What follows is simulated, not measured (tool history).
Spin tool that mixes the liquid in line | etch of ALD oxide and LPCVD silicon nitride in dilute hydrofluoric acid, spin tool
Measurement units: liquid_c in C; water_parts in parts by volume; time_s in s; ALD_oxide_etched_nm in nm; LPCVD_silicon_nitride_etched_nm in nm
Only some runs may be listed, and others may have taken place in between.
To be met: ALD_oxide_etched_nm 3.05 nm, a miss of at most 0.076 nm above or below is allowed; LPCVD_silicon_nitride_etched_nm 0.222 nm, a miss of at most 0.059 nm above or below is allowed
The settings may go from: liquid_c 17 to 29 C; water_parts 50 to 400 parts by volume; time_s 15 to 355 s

| run | hour | liquid_c | water_parts | time_s | ALD_oxide_etched_nm | LPCVD_silicon_nitride_etched_nm |
|---|---|---|---|---|---|---|
| 1 | 0 | 21 | 225 | 180 | 5.9484 | 0.32413 |
| 2 | 6.9 | 20.5 | 260 | 180 | 4.952 | 0.29683 |
| 3 | 13.7 | 19.5 | 285 | 180 | 4.2813 | 0.27142 |
| 4 | 15.7 | 19.5 | 285 | 150 | 3.5384 | 0.21903 |
| 5 | 24.3 | 19 | 290 | 150 | 3.3954 | 0.20064 |
| 6 | 29.1 | 19 | 290 | 90 | 2.0301 | 0.13636 |
| 7 | 30.5 | 23 | 270 | 90 | 2.5542 | 0.16469 |
| 8 | 34 | 24.5 | 270 | 90 | 2.673 | 0.18907 |
| 9 | 40.4 | 25.5 | 265 | 90 | 2.8705 | 0.19855 |
|  | 41.8 | hydrofluoric acid flow meter replaced |
| 10 | 41.8 | 26 | 265 | 90 | 3.3152 | 0.21079 |
| 11 | 49.8 | 25.5 | 265 | 90 | 3.2713 | 0.24869 |

Which one of the following 5 next-run settings gets every result inside its allowed miss? There is exactly one.
| A | 57.8 | 23 | 205 | 70 | ? | ? |
| B | 57.8 | 24.5 | 245 | 95 | ? | ? |
| C | 57.8 | 29 | 400 | 145 | ? | ? |
| D | 57.8 | 28 | 285 | 85 | ? | ? |
| E | 57.8 | 28 | 400 | 145 | ? | ? |

| move | ALD_oxide_etched_nm | LPCVD_silicon_nitride_etched_nm |
|---|---|---|
| A | 3.1731 | 0.15917 |
| B | 3.6507 | 0.199 |
| C | 3.388 | 0.24167 |
| D | 3.0377 | 0.189 |
| E | 3.285 | 0.22841 |
A: nearer than the last run, and not there yet
B: its largest miss is bigger than the last run's
C: its largest miss is bigger than the last run's
D: in spec on every target
E: its largest miss is bigger than the last run's
So the answer is move D, the one that meets all the targets.
